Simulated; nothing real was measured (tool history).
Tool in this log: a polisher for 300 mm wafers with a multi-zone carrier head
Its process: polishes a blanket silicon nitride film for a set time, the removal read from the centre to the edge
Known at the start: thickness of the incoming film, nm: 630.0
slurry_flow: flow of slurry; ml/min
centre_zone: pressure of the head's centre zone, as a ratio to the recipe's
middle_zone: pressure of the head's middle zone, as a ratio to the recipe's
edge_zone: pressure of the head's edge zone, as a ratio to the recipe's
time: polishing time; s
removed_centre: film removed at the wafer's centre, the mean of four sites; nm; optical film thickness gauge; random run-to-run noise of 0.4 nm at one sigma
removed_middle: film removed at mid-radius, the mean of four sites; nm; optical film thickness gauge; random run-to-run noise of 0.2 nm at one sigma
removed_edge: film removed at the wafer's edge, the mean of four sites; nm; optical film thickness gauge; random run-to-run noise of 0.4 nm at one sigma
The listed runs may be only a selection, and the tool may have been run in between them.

run  hour  slurry_flow  centre_zone  middle_zone  edge_zone  time  removed_centre  removed_middle  removed_edge
  1     0          130            1            1          1    34          51.458          51.222        50.258
  2   8.6          130            1            1          1    28          41.416          42.118        42.201
  3  15.5          130         1.04            1          1    28          42.965          42.357        42.012
  4  17.9          125         1.03         0.98       0.97    27          40.837           39.49         39.58
  5  18.5          135         1.03         0.98       0.97    27          41.693          40.558        39.544
  6  20.1          130         1.01         0.95       0.95    26          38.806            37.7        38.049
  7  23.2          125            1         0.94       0.93    25           36.82          35.908        35.655
  8  27.3           90         0.94         0.84       0.86    24           29.23          28.364        31.422
  9  30.3           95         0.95         0.84       0.85    24          30.559          28.655        32.582

The next listed run, before its measurement:
     34.9  -- slurry nozzle cleaned
 10  34.9          100         0.96         0.86       0.84    24               ?               ?             ?

removed_centre: 35.035 nm
removed_middle: 33.201 nm
removed_edge: 34.216 nm
